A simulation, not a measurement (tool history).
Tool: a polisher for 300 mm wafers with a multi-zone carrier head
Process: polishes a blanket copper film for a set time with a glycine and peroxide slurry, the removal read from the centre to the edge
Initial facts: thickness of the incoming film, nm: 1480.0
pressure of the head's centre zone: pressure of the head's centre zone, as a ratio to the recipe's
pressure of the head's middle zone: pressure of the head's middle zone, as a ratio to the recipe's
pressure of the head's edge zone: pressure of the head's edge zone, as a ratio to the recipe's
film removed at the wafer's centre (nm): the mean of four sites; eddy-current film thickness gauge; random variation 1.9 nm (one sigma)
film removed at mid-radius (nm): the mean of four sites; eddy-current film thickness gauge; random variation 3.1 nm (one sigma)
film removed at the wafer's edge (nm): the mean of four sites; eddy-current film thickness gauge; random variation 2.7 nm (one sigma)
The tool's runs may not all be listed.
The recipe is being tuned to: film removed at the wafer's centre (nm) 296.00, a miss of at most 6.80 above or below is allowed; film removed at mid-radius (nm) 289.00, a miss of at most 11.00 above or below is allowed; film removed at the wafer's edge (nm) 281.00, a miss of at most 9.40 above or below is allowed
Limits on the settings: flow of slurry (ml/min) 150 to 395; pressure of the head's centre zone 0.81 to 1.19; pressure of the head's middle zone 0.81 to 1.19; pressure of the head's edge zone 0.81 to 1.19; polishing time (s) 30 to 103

| run | day | flow of slurry (ml/min) | pressure of the head's centre zone | pressure of the head's middle zone | pressure of the head's edge zone | polishing time (s) | film removed at the wafer's centre (nm) | film removed at mid-radius (nm) | film removed at the wafer's edge (nm) |
|---|---|---|---|---|---|---|---|---|---|
| 1 | 0.000 | 250 | 1.00 | 1.00 | 1.00 | 66 | 388.03 | 377.48 | 384.64 |
| 2 | 0.104 | 195 | 1.00 | 1.00 | 1.00 | 66 | 371.37 | 368.71 | 372.59 |
| 3 | 0.300 | 150 | 1.00 | 1.00 | 1.00 | 66 | 347.83 | 353.20 | 358.36 |
| 4 | 0.446 | 150 | 1.00 | 1.00 | 1.00 | 55 | 291.88 | 289.97 | 307.64 |
| 5 | 0.621 | 150 | 1.00 | 0.95 | 1.00 | 55 | 289.56 | 282.91 | 303.98 |
| 6 | 0.892 | 150 | 1.00 | 0.95 | 1.07 | 55 | 289.74 | 284.17 | 310.81 |
| 7 | 0.917 | 150 | 1.01 | 0.98 | 1.02 | 54 | 290.47 | 282.65 | 301.52 |
| 8 | 1.238 | 170 | 1.04 | 1.08 | 0.92 | 52 | 290.34 | 306.39 | 281.92 |
| 9 | 1.442 | 170 | 1.04 | 1.07 | 0.92 | 52 | 292.58 | 299.97 | 283.75 |

Exercise: of the 5 proposed moves below, exactly one satisfies all targets within the stated allowed misses. Which move is it?
| A | 1.646 | 155 | 0.97 | 1.15 | 0.93 | 54 | ? | ? | ? |
| B | 1.646 | 270 | 1.06 | 1.02 | 0.96 | 48 | ? | ? | ? |
| C | 1.646 | 220 | 0.95 | 1.09 | 0.92 | 52 | ? | ? | ? |
| D | 1.646 | 185 | 1.05 | 1.09 | 0.91 | 53 | ? | ? | ? |
| E | 1.646 | 280 | 0.94 | 0.99 | 0.89 | 49 | ? | ? | ? |

| move | film removed at the wafer's centre (nm) | film removed at mid-radius (nm) | film removed at the wafer's edge (nm) |
|---|---|---|---|
| A | 282.26 | 320.84 | 292.49 |
| B | 293.96 | 282.12 | 282.96 |
| C | 288.59 | 314.90 | 294.15 |
| D | 303.29 | 311.80 | 292.03 |
| E | 279.53 | 282.13 | 279.88 |
A: its largest miss is bigger than the last run's
B: every result within its allowed miss
C: its largest miss is bigger than the last run's
D: its largest miss is bigger than the last run's
E: brings the result that was furthest off to its target, and leaves another outside
B meets every target.
